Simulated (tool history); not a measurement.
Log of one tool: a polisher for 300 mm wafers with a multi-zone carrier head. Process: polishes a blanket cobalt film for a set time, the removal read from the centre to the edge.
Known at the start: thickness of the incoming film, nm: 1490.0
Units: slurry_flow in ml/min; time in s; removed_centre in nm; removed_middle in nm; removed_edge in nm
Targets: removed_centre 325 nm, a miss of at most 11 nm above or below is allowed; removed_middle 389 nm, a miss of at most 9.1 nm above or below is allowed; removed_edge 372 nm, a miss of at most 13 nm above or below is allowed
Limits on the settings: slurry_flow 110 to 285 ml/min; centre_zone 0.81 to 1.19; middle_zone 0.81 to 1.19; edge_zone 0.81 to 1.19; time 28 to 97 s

run 1 hour=0 | slurry_flow=180 centre_zone=1 middle_zone=1 edge_zone=1 time=62 | removed_centre=291.79 removed_middle=291.51 removed_edge=298.48
run 2 hour=5.2 | slurry_flow=215 centre_zone=1 middle_zone=1 edge_zone=1 time=62 | removed_centre=300.38 removed_middle=301.04 removed_edge=300.42
run 3 hour=10.1 | slurry_flow=215 centre_zone=0.99 middle_zone=1.02 edge_zone=1.02 time=63 | removed_centre=304.06 removed_middle=315.92 removed_edge=313.66
run 4 hour=11 | slurry_flow=220 centre_zone=0.99 middle_zone=1.03 edge_zone=1.04 time=63 | removed_centre=305.43 removed_middle=317.16 removed_edge=310.24
run 5 hour=15.8 | slurry_flow=220 centre_zone=0.99 middle_zone=1.03 edge_zone=1.04 time=51 | removed_centre=247.35 removed_middle=253.17 removed_edge=254.67
run 6 hour=20.6 | slurry_flow=220 centre_zone=0.99 middle_zone=1.03 edge_zone=1.07 time=51 | removed_centre=246.57 removed_middle=256.07 removed_edge=254.48
run 7 hour=29.1 | slurry_flow=215 centre_zone=0.98 middle_zone=1.04 edge_zone=1.08 time=54 | removed_centre=256.82 removed_middle=269.82 removed_edge=273.34
run 8 hour=34.5 | slurry_flow=215 centre_zone=0.98 middle_zone=1.05 edge_zone=1.09 time=56 | removed_centre=268 removed_middle=280.49 removed_edge=286.75
run 9 hour=43.3 | slurry_flow=220 centre_zone=0.97 middle_zone=1.07 edge_zone=1.1 time=57 | removed_centre=273.52 removed_middle=297.29 removed_edge=290.19
run 10 hour=50.2 | slurry_flow=215 centre_zone=0.96 middle_zone=1.08 edge_zone=1.11 time=59 | removed_centre=273.3 removed_middle=304.16 removed_edge=303.66
run 11 hour=59.1 | slurry_flow=215 centre_zone=0.96 middle_zone=1.09 edge_zone=1.12 time=60 | removed_centre=281.62 removed_middle=314.98 removed_edge=307.13
run 12 hour=62.9 | slurry_flow=215 centre_zone=0.96 middle_zone=1.1 edge_zone=1.13 time=61 | removed_centre=286.67 removed_middle=318.35 removed_edge=316.95
run 13 hour=66.5 | slurry_flow=215 centre_zone=0.96 middle_zone=1.11 edge_zone=1.14 time=62 | removed_centre=291.49 removed_middle=329.04 removed_edge=321.62
run 14 hour=70.6 | slurry_flow=215 centre_zone=0.96 middle_zone=1.11 edge_zone=1.15 time=63 | removed_centre=292.3 removed_middle=335.95 removed_edge=336.82

Consider the 5 candidate settings below. Which is the only one whose results all fall within their allowed miss of target?
run A hour=74.7 | slurry_flow=190 centre_zone=0.82 middle_zone=1.16 edge_zone=1.19 time=70 | removed_centre=? removed_middle=? removed_edge=?
run B hour=74.7 | slurry_flow=230 centre_zone=0.94 middle_zone=1.15 edge_zone=1.16 time=70 | removed_centre=? removed_middle=? removed_edge=?
run C hour=74.7 | slurry_flow=195 centre_zone=0.93 middle_zone=1.07 edge_zone=1.15 time=71 | removed_centre=? removed_middle=? removed_edge=?
run D hour=74.7 | slurry_flow=220 centre_zone=0.83 middle_zone=1.16 edge_zone=1.19 time=67 | removed_centre=? removed_middle=? removed_edge=?
run E hour=74.7 | slurry_flow=145 centre_zone=0.85 middle_zone=0.82 edge_zone=1.19 time=68 | removed_centre=? removed_middle=? removed_edge=?

move=A removed_centre=277.06 removed_middle=377.82 removed_edge=365.61
move=B removed_centre=328.14 removed_middle=385.55 removed_edge=368.49
move=C removed_centre=320.37 removed_middle=358.89 removed_edge=365.86
move=D removed_centre=275.19 removed_middle=369.75 removed_edge=355.77
move=E removed_centre=262.49 removed_middle=260.16 removed_edge=343.48
A: better than the last run, though not everything is in spec
B: all results land within tolerance of their targets
C: better than the last run, though not everything is in spec
D: better than the last run, though not everything is in spec
E: misses by more than the last run did
Answer: B
